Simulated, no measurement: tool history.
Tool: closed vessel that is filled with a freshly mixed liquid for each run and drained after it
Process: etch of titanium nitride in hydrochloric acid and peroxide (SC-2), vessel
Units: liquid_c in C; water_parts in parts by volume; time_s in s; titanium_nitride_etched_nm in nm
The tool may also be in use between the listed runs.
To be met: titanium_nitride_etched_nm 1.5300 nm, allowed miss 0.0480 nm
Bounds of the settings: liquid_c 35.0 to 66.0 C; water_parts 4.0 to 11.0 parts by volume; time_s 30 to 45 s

run 1 day=0.000 | liquid_c=50.0 water_parts=6.0 time_s=45 | titanium_nitride_etched_nm=2.4384
run 2 day=0.138 | liquid_c=48.5 water_parts=6.0 time_s=45 | titanium_nitride_etched_nm=2.2037
run 3 day=0.192 | liquid_c=47.0 water_parts=6.0 time_s=45 | titanium_nitride_etched_nm=1.9752
run 4 day=0.288 | liquid_c=47.0 water_parts=6.0 time_s=45 | titanium_nitride_etched_nm=2.0206
run 5 day=0.542 | liquid_c=50.5 water_parts=6.0 time_s=45 | titanium_nitride_etched_nm=2.5065
run 6 day=0.700 | liquid_c=48.5 water_parts=6.0 time_s=45 | titanium_nitride_etched_nm=2.2341
run 7 day=0.812 | liquid_c=47.0 water_parts=6.0 time_s=45 | titanium_nitride_etched_nm=1.9828
run 8 day=1.167 | liquid_c=46.0 water_parts=6.0 time_s=45 | titanium_nitride_etched_nm=1.8459
run 9 day=1.379 | liquid_c=45.5 water_parts=6.0 time_s=45 | titanium_nitride_etched_nm=1.8502
run 10 day=1.550 | liquid_c=44.5 water_parts=6.0 time_s=45 | titanium_nitride_etched_nm=1.6702
run 11 day=1.612 | liquid_c=44.0 water_parts=6.0 time_s=45 | titanium_nitride_etched_nm=1.6396

5 next moves are on the table. One of them brings every result within its allowed miss. Which?
run A day=1.675 | liquid_c=42.0 water_parts=5.5 time_s=45 | titanium_nitride_etched_nm=?
run B day=1.675 | liquid_c=44.0 water_parts=7.5 time_s=45 | titanium_nitride_etched_nm=?
run C day=1.675 | liquid_c=42.5 water_parts=5.0 time_s=45 | titanium_nitride_etched_nm=?
run D day=1.675 | liquid_c=45.0 water_parts=6.5 time_s=45 | titanium_nitride_etched_nm=?
run E day=1.675 | liquid_c=50.0 water_parts=6.0 time_s=30 | titanium_nitride_etched_nm=?

move=A titanium_nitride_etched_nm=1.5257
move=B titanium_nitride_etched_nm=1.3827
move=C titanium_nitride_etched_nm=1.6937
move=D titanium_nitride_etched_nm=1.6567
move=E titanium_nitride_etched_nm=1.6471
A: meets every target
B: takes the result that was furthest off past its target
C: further off than the last run
D: further off than the last run
E: further off than the last run
The right move is A.
